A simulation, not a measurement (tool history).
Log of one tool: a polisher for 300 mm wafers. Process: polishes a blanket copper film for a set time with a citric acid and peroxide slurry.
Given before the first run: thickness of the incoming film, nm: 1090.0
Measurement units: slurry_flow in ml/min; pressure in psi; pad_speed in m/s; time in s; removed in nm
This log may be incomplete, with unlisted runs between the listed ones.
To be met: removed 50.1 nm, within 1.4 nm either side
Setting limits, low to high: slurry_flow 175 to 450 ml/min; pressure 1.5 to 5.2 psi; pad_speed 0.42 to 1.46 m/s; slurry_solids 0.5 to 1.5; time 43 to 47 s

run  hour  slurry_flow  pressure  pad_speed  slurry_solids  time  removed
  1     0          290       3.3       0.94              1    47   114.57
  2   4.7          290       2.9       0.88              1    47   94.174
  3  12.2          290       2.6       0.84              1    47   81.595
  4  15.5          290       2.6        0.7              1    47   69.262
  5  23.3          290       2.6        0.8              1    47   77.943
  6  29.6          290       2.4       0.78              1    47   71.763
     37.9  -- head pressure recalibrated
  7  37.9          290       2.2       0.76              1    47   60.475
  8  42.9          290       2.1       0.76              1    47   57.847
  9  48.1          290         2       0.76              1    47   55.735
 10  51.2          290       1.9       0.76              1    47   52.619
 11  52.6          285       1.7       0.76              1    47   47.227
 12  60.2          295       1.7       0.76              1    47   47.209

Which of these 4 next moves meets every target?
  A  67.8          270         2       0.68           1.05    47        ?
  B  67.8          310       2.6       0.52           1.35    47        ?
  C  67.8          245       2.3       0.68            0.9    47        ?
  D  67.8          300       1.5       0.86            0.9    47        ?

move  removed
   A   49.865
   B   52.649
   C   54.774
   D   46.783
A: each result inside its tolerance
B: pushes the last run's worst result past its target
C: pushes the last run's worst result past its target
D: misses by more than the last run did
The move that meets every target is A.

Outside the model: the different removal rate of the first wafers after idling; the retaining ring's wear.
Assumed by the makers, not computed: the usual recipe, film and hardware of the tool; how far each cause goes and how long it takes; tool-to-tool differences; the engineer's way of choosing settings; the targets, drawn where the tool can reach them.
